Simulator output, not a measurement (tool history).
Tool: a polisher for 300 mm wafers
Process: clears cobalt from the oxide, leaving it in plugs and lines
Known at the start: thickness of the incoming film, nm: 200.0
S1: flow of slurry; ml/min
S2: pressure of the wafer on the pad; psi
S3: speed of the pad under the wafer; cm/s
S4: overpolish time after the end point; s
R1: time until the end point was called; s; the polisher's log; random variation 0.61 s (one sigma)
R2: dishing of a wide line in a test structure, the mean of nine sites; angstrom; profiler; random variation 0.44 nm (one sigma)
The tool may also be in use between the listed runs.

run	day	S1	S2	S3	S4	R1	R2
1	0	190	2	112	17	44.066	428.95
2	0.275	190	2	94	17	53.016	401.67
3	0.521	180	2	102	15	49.334	378.19
4	0.754	170	2.1	104	14	45.712	387.57
5	0.783	170	2.1	104	17	46.403	422.43
6	0.888	125	2.1	104	17	48.62	408.34
7	1.2	125	2.1	110	15	46.738	408.95
8	1.242	150	2.2	104	14	44.664	396.6
9	1.379	170	2.1	108	13	44.869	370.42
10	1.654	180	2.1	110	12	43.822	350.92
11	1.808	180	2.1	112	11	42.419	341.16
12	1.954	180	2.1	114	10	42.209	328.51
13	2.058	180	2.1	114	9	43.065	301.22
14	2.371	190	2.3	118	7	37.025	279.98
15	2.488	190	2.4	120	8	35.497	322.07
16	2.671	190	2.4	122	5	35.064	221.21
17	2.946	190	2.4	124	5	35.137	228.15
18	3.175	190	2.4	126	13	33.438	445.57
19	3.35	190	2.4	124	12	34.653	419.13
20	3.438	215	2.5	112	5	36.835	220.93
21	3.479	215	2.5	112	5	36.428	225.37
22	3.638	215	2.5	114	5	34.277	226.05
23	3.779	210	2.5	116	5	34.631	226.17
24	3.888	200	2.5	116	13	34.051	417.88
25	3.912	205	2.5	114	12	34.988	410.04
26	4.271	155	2.1	134	5	36.732	210.04

Forecast run 27:
27	4.338	160	2.1	132	5	?	?

R1: 37.445 s
R2: 208.9 angstrom
